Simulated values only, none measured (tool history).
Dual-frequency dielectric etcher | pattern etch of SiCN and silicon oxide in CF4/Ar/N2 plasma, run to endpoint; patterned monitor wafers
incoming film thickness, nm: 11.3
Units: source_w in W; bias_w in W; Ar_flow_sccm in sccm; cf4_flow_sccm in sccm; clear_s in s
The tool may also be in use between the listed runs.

{"run": 1, "hour": 0.0, "source_w": 510, "bias_w": 89, "Ar_flow_sccm": 71, "cf4_flow_sccm": 78, "clear_s": 9.6329}
{"run": 2, "hour": 9.0, "source_w": 530, "bias_w": 89, "Ar_flow_sccm": 71, "cf4_flow_sccm": 78, "clear_s": 9.2779}
{"run": 3, "hour": 12.6, "source_w": 440, "bias_w": 89, "Ar_flow_sccm": 71, "cf4_flow_sccm": 78, "clear_s": 11.398}
{"run": 4, "hour": 17.1, "source_w": 470, "bias_w": 89, "Ar_flow_sccm": 71, "cf4_flow_sccm": 78, "clear_s": 10.609}
{"run": 5, "hour": 25.3, "source_w": 470, "bias_w": 89, "Ar_flow_sccm": 71, "cf4_flow_sccm": 86, "clear_s": 10.514}
{"run": 6, "hour": 33.7, "source_w": 490, "bias_w": 89, "Ar_flow_sccm": 71, "cf4_flow_sccm": 86, "clear_s": 10.038}
{"run": 7, "hour": 34.8, "source_w": 510, "bias_w": 89, "Ar_flow_sccm": 71, "cf4_flow_sccm": 86, "clear_s": 9.6306}

The next listed run, before its measurement:
{"run": 8, "hour": 40.9, "source_w": 530, "bias_w": 89, "Ar_flow_sccm": 71, "cf4_flow_sccm": 86, "clear_s": "?"}

clear_s: 9.2094 s
